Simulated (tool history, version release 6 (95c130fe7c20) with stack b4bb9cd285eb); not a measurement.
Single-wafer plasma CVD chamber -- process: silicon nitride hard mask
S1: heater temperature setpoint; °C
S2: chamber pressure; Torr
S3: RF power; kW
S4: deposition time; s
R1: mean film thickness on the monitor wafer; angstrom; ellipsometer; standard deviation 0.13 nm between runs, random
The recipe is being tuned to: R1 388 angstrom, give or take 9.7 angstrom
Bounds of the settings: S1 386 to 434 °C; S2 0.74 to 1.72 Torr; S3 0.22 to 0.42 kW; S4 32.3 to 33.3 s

run,hour,S1,S2,S3,S4,R1
1,0,410,1.23,0.32,32.3,336.66
2,6.8,410,1.31,0.325,32.3,345.39
3,9.4,410,1.39,0.325,32.3,351.44
4,13.4,401,1.39,0.325,32.3,352.92
5,18.6,401,1.22,0.325,32.3,341.77
6,19.2,401,1,0.325,32.3,320.54
7,22.6,401,1.11,0.33,32.3,335.18
8,26.5,401,1.19,0.335,32.3,347.49
9,28,401,1.25,0.34,32.3,356.4
10,30.7,401,1.3,0.345,32.3,365.87
11,38.1,401,1.33,0.345,32.3,369.88

Which one of the following 4 next-run settings gets every result inside its allowed miss? There is exactly one.
A,45.5,393,1.33,0.325,32.3,?
B,45.5,395,1.26,0.335,32.3,?
C,45.5,387,1.42,0.34,33.3,?
D,45.5,405,1.21,0.335,32.5,?

move,R1
A,348.27
B,351.77
C,381.53
D,348.14
A: the biggest miss grows against the last run
B: the biggest miss grows against the last run
C: every result lands within tolerance
D: the biggest miss grows against the last run
The move that meets every target is C.
